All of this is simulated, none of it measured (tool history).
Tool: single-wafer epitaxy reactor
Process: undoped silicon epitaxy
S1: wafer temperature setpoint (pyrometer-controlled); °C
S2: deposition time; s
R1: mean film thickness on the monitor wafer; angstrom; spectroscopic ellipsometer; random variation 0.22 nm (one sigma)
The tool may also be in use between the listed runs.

run	hour	S1	S2	R1
1	0	630	302	321.13
2	7.5	634	302	354.48
3	9.5	637	302	385.36
4	11.1	628	302	302.74
5	16.2	628	260	261.35
6	17.8	634	260	306.67
7	18.6	638	260	339.99
8	25.1	638	260	342.01

The next listed run, before its measurement:
9	32	641	260	?

Run 9 gave R1 368.89 angstrom.
